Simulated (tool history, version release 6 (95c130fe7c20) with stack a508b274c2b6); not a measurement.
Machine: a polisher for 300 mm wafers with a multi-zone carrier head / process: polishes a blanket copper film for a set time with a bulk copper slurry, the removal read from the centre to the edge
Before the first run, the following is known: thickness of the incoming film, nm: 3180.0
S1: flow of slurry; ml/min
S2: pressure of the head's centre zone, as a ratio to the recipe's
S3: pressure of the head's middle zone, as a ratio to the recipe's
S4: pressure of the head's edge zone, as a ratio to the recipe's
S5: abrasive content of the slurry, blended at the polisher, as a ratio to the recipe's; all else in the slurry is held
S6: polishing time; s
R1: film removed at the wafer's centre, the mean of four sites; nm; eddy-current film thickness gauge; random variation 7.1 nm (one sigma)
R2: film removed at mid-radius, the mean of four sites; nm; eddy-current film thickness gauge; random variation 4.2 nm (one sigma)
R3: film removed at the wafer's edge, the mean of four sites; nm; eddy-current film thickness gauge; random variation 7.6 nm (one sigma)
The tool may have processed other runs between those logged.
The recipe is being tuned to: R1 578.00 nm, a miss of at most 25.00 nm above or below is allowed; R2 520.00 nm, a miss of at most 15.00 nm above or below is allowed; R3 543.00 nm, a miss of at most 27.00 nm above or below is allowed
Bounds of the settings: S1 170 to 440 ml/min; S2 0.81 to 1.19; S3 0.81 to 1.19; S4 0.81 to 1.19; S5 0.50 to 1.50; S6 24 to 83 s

{"run": 1, "hour": 0.0, "S1": 280, "S2": 1.0, "S3": 1.0, "S4": 1.0, "S5": 1.0, "S6": 53, "R1": 410.49, "R2": 412.05, "R3": 424.72}
{"run": 2, "hour": 1.7, "S1": 280, "S2": 1.0, "S3": 1.0, "S4": 1.0, "S5": 1.1, "S6": 53, "R1": 420.08, "R2": 424.95, "R3": 431.57}
{"run": 3, "hour": 3.5, "S1": 280, "S2": 1.0, "S3": 1.0, "S4": 1.05, "S5": 1.1, "S6": 53, "R1": 430.94, "R2": 410.1, "R3": 459.21}
{"run": 4, "hour": 10.1, "S1": 285, "S2": 1.03, "S3": 1.03, "S4": 1.06, "S5": 1.15, "S6": 53, "R1": 439.19, "R2": 441.63, "R3": 460.35}
{"hour": 11.7, "done": "edge zone pressure recalibrated"}
{"run": 5, "hour": 11.7, "S1": 290, "S2": 1.06, "S3": 1.03, "S4": 1.07, "S5": 1.2, "S6": 53, "R1": 455.43, "R2": 437.81, "R3": 453.68}
{"run": 6, "hour": 18.0, "S1": 225, "S2": 1.06, "S3": 1.03, "S4": 1.07, "S5": 1.2, "S6": 53, "R1": 444.33, "R2": 434.98, "R3": 428.87}
{"run": 7, "hour": 22.0, "S1": 245, "S2": 1.08, "S3": 1.04, "S4": 1.09, "S5": 1.25, "S6": 54, "R1": 463.51, "R2": 446.8, "R3": 458.86}
{"run": 8, "hour": 26.0, "S1": 265, "S2": 1.18, "S3": 1.11, "S4": 1.08, "S5": 1.5, "S6": 59, "R1": 573.17, "R2": 542.44, "R3": 524.24}
{"run": 9, "hour": 29.6, "S1": 265, "S2": 1.18, "S3": 1.1, "S4": 1.09, "S5": 1.5, "S6": 59, "R1": 561.26, "R2": 539.04, "R3": 533.86}

Which one of the following 5 next-run settings gets every result inside its allowed miss? There is exactly one.
{"run": "A", "hour": 33.2, "S1": 315, "S2": 1.08, "S3": 1.16, "S4": 1.13, "S5": 1.35, "S6": 62, "R1": "?", "R2": "?", "R3": "?"}
{"run": "B", "hour": 33.2, "S1": 315, "S2": 1.08, "S3": 1.08, "S4": 1.17, "S5": 1.5, "S6": 57, "R1": "?", "R2": "?", "R3": "?"}
{"run": "C", "hour": 33.2, "S1": 330, "S2": 1.11, "S3": 1.06, "S4": 1.15, "S5": 1.5, "S6": 56, "R1": "?", "R2": "?", "R3": "?"}
{"run": "D", "hour": 33.2, "S1": 240, "S2": 1.14, "S3": 1.02, "S4": 1.09, "S5": 1.5, "S6": 61, "R1": "?", "R2": "?", "R3": "?"}
{"run": "E", "hour": 33.2, "S1": 305, "S2": 1.07, "S3": 1.1, "S4": 1.15, "S5": 1.5, "S6": 59, "R1": "?", "R2": "?", "R3": "?"}

move=A R1=553.82 R2=587.52 R3=548.44
move=B R1=522.09 R2=521.16 R3=526.44
move=C R1=525.13 R2=505.31 R3=514.24
move=D R1=570.75 R2=522.18 R3=538.36
move=E R1=535.58 R2=546.93 R3=539.51
A: misses by more than the last run did
B: gets the furthest-off result to its target, but another result is out of tolerance
C: gets the furthest-off result to its target, but another result is out of tolerance
D: meets every target
E: misses by more than the last run did
The move that meets every target is D.
